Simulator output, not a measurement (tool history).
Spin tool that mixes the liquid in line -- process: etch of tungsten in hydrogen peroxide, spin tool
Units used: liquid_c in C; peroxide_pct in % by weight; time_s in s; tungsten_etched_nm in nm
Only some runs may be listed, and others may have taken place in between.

run,hour,liquid_c,peroxide_pct,time_s,tungsten_etched_nm
1,0,52,20,55,189.49
2,2.6,49,20,55,158.15
3,7.5,48.5,20,55,153.2
4,12.4,48.5,21.5,55,158.92
5,14.3,48.5,21.5,55,159.85
6,18.1,48.5,21.5,55,159.34
7,26.9,48,21.5,55,154.2

The next listed run, before its measurement:
8,30.6,47.5,21.5,55,?

{"run 8": {"tungsten_etched_nm": 149.56}}

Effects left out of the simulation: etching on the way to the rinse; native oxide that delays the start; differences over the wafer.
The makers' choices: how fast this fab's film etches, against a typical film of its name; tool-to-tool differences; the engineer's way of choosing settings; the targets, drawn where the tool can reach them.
